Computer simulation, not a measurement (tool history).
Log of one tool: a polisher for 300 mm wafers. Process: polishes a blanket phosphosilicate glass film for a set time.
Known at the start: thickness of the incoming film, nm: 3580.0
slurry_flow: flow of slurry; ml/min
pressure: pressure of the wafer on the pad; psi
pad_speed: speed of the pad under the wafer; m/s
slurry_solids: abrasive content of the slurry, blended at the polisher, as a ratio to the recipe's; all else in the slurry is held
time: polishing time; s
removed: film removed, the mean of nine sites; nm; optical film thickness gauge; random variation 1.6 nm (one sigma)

run 1 day=0.000 | slurry_flow=170 pressure=2.7 pad_speed=0.98 slurry_solids=1.00 time=48 | removed=399.46
run 2 day=0.308 | slurry_flow=155 pressure=2.7 pad_speed=0.98 slurry_solids=1.00 time=48 | removed=387.86
run 3 day=0.500 | slurry_flow=145 pressure=2.3 pad_speed=0.90 slurry_solids=1.00 time=48 | removed=316.07
run 4 day=0.700 | slurry_flow=145 pressure=2.3 pad_speed=0.90 slurry_solids=0.85 time=48 | removed=294.39
run 5 day=1.058 | slurry_flow=145 pressure=1.9 pad_speed=0.90 slurry_solids=0.85 time=48 | removed=253.52
run 6 day=1.271 | slurry_flow=140 pressure=1.7 pad_speed=0.86 slurry_solids=0.85 time=48 | removed=218.93
run 7 day=1.529 | slurry_flow=120 pressure=1.3 pad_speed=0.84 slurry_solids=0.85 time=48 | removed=164.52

Forecast run 8:
run 8 day=1.596 | slurry_flow=125 pressure=1.3 pad_speed=0.84 slurry_solids=0.85 time=48 | removed=?

{"run 8": {"removed": 166.57}}
